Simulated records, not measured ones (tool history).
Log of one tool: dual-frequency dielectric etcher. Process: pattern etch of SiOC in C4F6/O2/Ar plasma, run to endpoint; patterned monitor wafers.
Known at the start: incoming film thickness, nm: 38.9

run 1 hour=0 | bias_power_(kW)=0.456 source_power_(kW)=0.3 | endpoint_time_(s)=14.057
run 2 hour=8.3 | bias_power_(kW)=0.456 source_power_(kW)=0.27 | endpoint_time_(s)=14.769
run 3 hour=9.9 | bias_power_(kW)=0.474 source_power_(kW)=0.28 | endpoint_time_(s)=14.248
run 4 hour=16.3 | bias_power_(kW)=0.49 source_power_(kW)=0.28 | endpoint_time_(s)=14.025
run 5 hour=25.2 | bias_power_(kW)=0.49 source_power_(kW)=0.23 | endpoint_time_(s)=15.263
run 6 hour=33.9 | bias_power_(kW)=0.413 source_power_(kW)=0.23 | endpoint_time_(s)=16.262
run 7 hour=42.5 | bias_power_(kW)=0.436 source_power_(kW)=0.24 | endpoint_time_(s)=15.558
run 8 hour=51.1 | bias_power_(kW)=0.527 source_power_(kW)=0.29 | endpoint_time_(s)=13.605
run 9 hour=58.5 | bias_power_(kW)=0.537 source_power_(kW)=0.29 | endpoint_time_(s)=13.483
run 10 hour=66.9 | bias_power_(kW)=0.546 source_power_(kW)=0.29 | endpoint_time_(s)=13.261

Forecast run 11:
run 11 hour=74 | bias_power_(kW)=0.555 source_power_(kW)=0.29 | endpoint_time_(s)=?

Run 11 gave endpoint time (s) 13.129.

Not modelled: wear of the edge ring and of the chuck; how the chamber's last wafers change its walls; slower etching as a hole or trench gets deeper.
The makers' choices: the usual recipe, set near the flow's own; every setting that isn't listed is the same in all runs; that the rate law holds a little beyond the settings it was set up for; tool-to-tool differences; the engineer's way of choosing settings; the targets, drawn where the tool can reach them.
